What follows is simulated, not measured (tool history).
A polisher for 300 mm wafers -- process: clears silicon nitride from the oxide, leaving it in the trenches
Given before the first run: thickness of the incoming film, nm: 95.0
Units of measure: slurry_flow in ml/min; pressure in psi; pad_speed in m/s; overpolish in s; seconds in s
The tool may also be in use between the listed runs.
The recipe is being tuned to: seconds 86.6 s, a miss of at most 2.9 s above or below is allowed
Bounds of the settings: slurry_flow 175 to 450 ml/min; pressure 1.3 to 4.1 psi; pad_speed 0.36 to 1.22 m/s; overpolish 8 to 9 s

{"run": 1, "day": 0.0, "slurry_flow": 290, "pressure": 2.7, "pad_speed": 0.78, "overpolish": 9, "seconds": 135.45}
{"run": 2, "day": 0.3, "slurry_flow": 290, "pressure": 3, "pad_speed": 0.78, "overpolish": 9, "seconds": 122.76}
{"run": 3, "day": 0.496, "slurry_flow": 290, "pressure": 3.3, "pad_speed": 0.78, "overpolish": 9, "seconds": 115.75}
{"run": 4, "day": 0.675, "slurry_flow": 290, "pressure": 3.5, "pad_speed": 0.8, "overpolish": 9, "seconds": 109.34}
{"run": 5, "day": 0.833, "slurry_flow": 290, "pressure": 3.5, "pad_speed": 0.7, "overpolish": 9, "seconds": 117.85}
{"run": 6, "day": 0.904, "slurry_flow": 290, "pressure": 3.5, "pad_speed": 0.7, "overpolish": 8, "seconds": 116.64}
{"run": 7, "day": 1.129, "slurry_flow": 290, "pressure": 3.7, "pad_speed": 0.74, "overpolish": 8, "seconds": 108.2}
{"run": 8, "day": 1.188, "slurry_flow": 290, "pressure": 3.8, "pad_speed": 0.78, "overpolish": 8, "seconds": 103.9}
{"run": 9, "day": 1.371, "slurry_flow": 290, "pressure": 3.9, "pad_speed": 0.82, "overpolish": 8, "seconds": 98.982}
{"run": 10, "day": 1.533, "slurry_flow": 290, "pressure": 4, "pad_speed": 0.86, "overpolish": 8, "seconds": 94.298}
{"run": 11, "day": 1.688, "slurry_flow": 290, "pressure": 4, "pad_speed": 0.88, "overpolish": 8, "seconds": 93.21}
{"run": 12, "day": 1.904, "slurry_flow": 290, "pressure": 4, "pad_speed": 0.88, "overpolish": 8, "seconds": 92.78}
{"run": 13, "day": 1.929, "slurry_flow": 290, "pressure": 4, "pad_speed": 0.9, "overpolish": 8, "seconds": 91.376}

Of the 4 settings listed for the next run, only one would bring every result within its allowed miss of target. Which one?
{"run": "A", "day": 1.954, "slurry_flow": 345, "pressure": 4.1, "pad_speed": 0.92, "overpolish": 8, "seconds": "?"}
{"run": "B", "day": 1.954, "slurry_flow": 270, "pressure": 3.4, "pad_speed": 0.98, "overpolish": 8, "seconds": "?"}
{"run": "C", "day": 1.954, "slurry_flow": 295, "pressure": 3.9, "pad_speed": 0.82, "overpolish": 9, "seconds": "?"}
{"run": "D", "day": 1.954, "slurry_flow": 365, "pressure": 3.5, "pad_speed": 0.92, "overpolish": 9, "seconds": "?"}

move=A seconds=88.718
move=B seconds=100.12
move=C seconds=100.32
move=D seconds=99.604
A: meets every target
B: further off than the last run
C: further off than the last run
D: further off than the last run
A is the move that brings every result within its allowed miss.
